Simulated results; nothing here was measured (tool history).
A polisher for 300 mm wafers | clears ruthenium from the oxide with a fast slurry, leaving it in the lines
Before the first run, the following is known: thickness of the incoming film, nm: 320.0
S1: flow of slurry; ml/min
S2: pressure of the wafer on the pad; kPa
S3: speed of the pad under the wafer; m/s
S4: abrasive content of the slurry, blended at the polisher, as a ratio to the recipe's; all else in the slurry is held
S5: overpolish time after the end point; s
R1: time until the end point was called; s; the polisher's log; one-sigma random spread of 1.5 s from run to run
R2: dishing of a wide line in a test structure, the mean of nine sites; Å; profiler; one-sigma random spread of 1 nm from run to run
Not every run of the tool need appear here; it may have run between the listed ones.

run  hour   S1    S2    S3    S4  S5      R1      R2
  1     0  165  17.2  1.06     1  25  89.849  727.86
  2     6  165  20.7  1.06     1  25  75.066  878.12
  3    12  160  17.2  1.04     1  28  90.778  818.87
  4  14.5  155  14.5  1.02     1  30  112.94  724.74
  5  20.2  155  17.9  1.02     1  30  90.728  826.87
  6    28  155  17.9  1.02  0.85  30  97.618  818.18
  7  35.5  150  15.9  1.02  0.85  31  109.63  756.55
  8  42.6  145  14.5  1.02  0.85  32  120.86  706.66
  9  43.1  140  13.1  1.02  0.85  33  134.51  691.04
 10  49.9  135  12.4  1.02  0.85  33  142.53  628.58
 11  57.2  135  12.4  1.02  0.85  33  144.11  644.76
 12  63.2  120  10.3  1.02  0.85  33  172.38  537.51
 13  70.2  125  10.3  1.02  0.85  33  173.32  514.55
 14  75.4  130  11.7  1.02  0.85  36  153.17  650.51
 15  83.3  125  11.7  1.02  0.85  36  152.86  645.08
 16  88.3  120  11.7  1.02  0.85  36  155.36  641.82

Run 17 is up next; what results do you expect?
 17  96.9  115  11.7  1.02  0.85  36   ?   ?

Run 17 yielded R1 156.6 s, R2 619.36 Å.
